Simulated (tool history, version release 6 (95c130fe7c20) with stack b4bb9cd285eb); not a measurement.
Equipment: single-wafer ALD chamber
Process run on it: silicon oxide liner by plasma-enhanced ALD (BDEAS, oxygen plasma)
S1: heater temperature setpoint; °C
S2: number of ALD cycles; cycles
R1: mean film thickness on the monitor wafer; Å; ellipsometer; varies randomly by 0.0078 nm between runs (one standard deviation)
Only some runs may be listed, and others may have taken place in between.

run 1 hour=0 | S1=315 S2=53 | R1=43.833
run 2 hour=7.7 | S1=315 S2=51 | R1=42.134
run 3 hour=10.1 | S1=315 S2=50 | R1=41.281
run 4 hour=14.7 | S1=325 S2=50 | R1=40.797
run 5 hour=19.6 | S1=336 S2=50 | R1=39.945
run 6 hour=23.3 | S1=336 S2=49 | R1=39.198

Run 7 has not been measured yet. What should we expect?
run 7 hour=25.3 | S1=336 S2=48 | R1=?

{"run 7": {"R1": 38.498}}
